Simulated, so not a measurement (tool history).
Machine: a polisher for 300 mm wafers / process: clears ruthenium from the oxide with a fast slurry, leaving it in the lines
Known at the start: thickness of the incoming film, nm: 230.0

run	hour	flow of slurry (ml/min)	pressure of the wafer on the pad (kPa)	speed of the pad under the wafer (cm/s)	abrasive content of the slurry	overpolish time after the end point (s)	time until the end point was called (s)	dishing of a wide line in a test structure (Å)
1	0.0	315	17.2	124	1.00	20	62.422	574.94
2	8.2	315	17.2	124	0.85	20	67.501	535.46
3	9.5	315	18.6	126	0.85	20	64.065	572.12
4	14.3	315	19.3	132	0.85	20	57.154	604.30
5	17.2	315	19.3	116	0.85	20	65.406	560.85
6	17.9	315	16.5	116	0.85	20	71.993	482.90
7	19.5	315	17.9	124	0.85	19	64.202	537.64
8	21.2	315	17.9	124	0.85	19	64.957	530.41

Run 9, settings as shown, results not yet in. Your forecast:
9	26.2	315	19.3	128	0.85	19	?	?

{"run 9": {"time until the end point was called (s)": 57.793, "dishing of a wide line in a test structure (Å)": 569.03}}
